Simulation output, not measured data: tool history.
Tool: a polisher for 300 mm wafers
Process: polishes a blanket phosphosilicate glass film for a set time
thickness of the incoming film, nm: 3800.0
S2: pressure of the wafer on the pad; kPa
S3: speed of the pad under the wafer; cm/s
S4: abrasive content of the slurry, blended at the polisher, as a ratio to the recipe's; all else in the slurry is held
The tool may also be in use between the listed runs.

run 1 hour=0 | flow_of_slurry_(ml/min)=150 S2=27.6 S3=126 S4=1 polishing_time_(s)=42 | film_removed_(angstrom)=4319.7
run 2 hour=1.8 | flow_of_slurry_(ml/min)=155 S2=29 S3=126 S4=1 polishing_time_(s)=42 | film_removed_(angstrom)=4590.2
run 3 hour=3.8 | flow_of_slurry_(ml/min)=155 S2=29 S3=126 S4=1 polishing_time_(s)=42 | film_removed_(angstrom)=4572.3
run 4 hour=9.4 | flow_of_slurry_(ml/min)=155 S2=29 S3=126 S4=0.9 polishing_time_(s)=42 | film_removed_(angstrom)=4279.7
run 5 hour=15.9 | flow_of_slurry_(ml/min)=155 S2=29 S3=126 S4=0.8 polishing_time_(s)=42 | film_removed_(angstrom)=4020.4
run 6 hour=17.5 | flow_of_slurry_(ml/min)=155 S2=29 S3=126 S4=0.8 polishing_time_(s)=44 | film_removed_(angstrom)=4204
-- hour=25.7 worn pad replaced by a new one
run 7 hour=25.7 | flow_of_slurry_(ml/min)=160 S2=31 S3=126 S4=0.8 polishing_time_(s)=44 | film_removed_(angstrom)=4807.4

Run 8 comes next. What will it give?
run 8 hour=34 | flow_of_slurry_(ml/min)=170 S2=31.7 S3=126 S4=0.8 polishing_time_(s)=44 | film_removed_(angstrom)=?

Run 8 gave film removed (angstrom) 4962.2.
